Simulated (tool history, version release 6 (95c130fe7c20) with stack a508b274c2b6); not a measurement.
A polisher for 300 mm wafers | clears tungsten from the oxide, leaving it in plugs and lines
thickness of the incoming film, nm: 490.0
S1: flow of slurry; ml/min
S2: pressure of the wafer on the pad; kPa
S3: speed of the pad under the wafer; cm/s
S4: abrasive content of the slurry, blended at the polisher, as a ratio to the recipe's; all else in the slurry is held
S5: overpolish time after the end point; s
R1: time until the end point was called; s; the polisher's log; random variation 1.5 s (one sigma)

run	day	S1	S2	S3	S4	S5	R1
1	0	225	20.7	96	1	42	154.79
2	0.05	225	20.7	96	1	45	153.35
3	0.258	225	15.9	96	1	45	196.92
4	0.329	225	15.9	96	1	45	195.1
5	0.533	225	17.2	96	1	45	178.51
6	0.721	225	17.2	96	1	45	180.38
7	0.908	230	22.8	98	1	45	138.95

Run 8 comes next. What will it give?
8	1.192	230	23.4	98	1	45	?

Run 8 gave R1 135.79 s.
